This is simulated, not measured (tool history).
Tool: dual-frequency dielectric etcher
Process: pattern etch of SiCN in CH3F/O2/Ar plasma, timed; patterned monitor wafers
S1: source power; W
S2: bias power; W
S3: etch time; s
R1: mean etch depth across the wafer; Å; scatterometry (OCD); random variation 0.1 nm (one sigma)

run  hour   S1   S2    S3      R1
  1   0.0  550  101  41.0  188.07
  2   8.8  590  101  41.0  191.88
  3  14.2  590   90  41.0  183.83
  4  15.8  590  102  41.0  189.76
  5  17.4  590   96  41.0  186.46
  6  21.9  590   96  37.5  172.21
  7  29.8  560   94  37.5  167.08
  8  36.7  540   93  37.5  165.69
  9  37.8  520   92  37.5  161.51
 10  45.9  510   92  37.5  163.26

What will run 11 give?
 11  51.0  500  91  37.5   ?

R1: 160.58 Å
